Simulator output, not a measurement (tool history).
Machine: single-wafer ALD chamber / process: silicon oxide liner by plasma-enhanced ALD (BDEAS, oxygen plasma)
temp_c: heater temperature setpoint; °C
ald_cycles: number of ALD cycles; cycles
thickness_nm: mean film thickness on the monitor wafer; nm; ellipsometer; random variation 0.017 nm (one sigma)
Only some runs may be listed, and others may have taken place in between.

run,hour,temp_c,ald_cycles,thickness_nm
1,0.0,310,78,7.1732
2,7.9,302,78,7.2318
3,16.1,293,78,7.5123
4,24.8,293,86,8.2483
5,26.5,286,86,8.3939
6,33.7,291,86,8.2833
7,36.1,297,77,7.2998
8,36.9,302,71,6.5896
9,39.8,305,68,6.2534
10,41.8,307,66,6.0763
11,49.7,309,65,5.9598

Run 12 comes next. What will it give?
12,58.5,310,64,?

{"run 12": {"thickness_nm": 5.8715}}
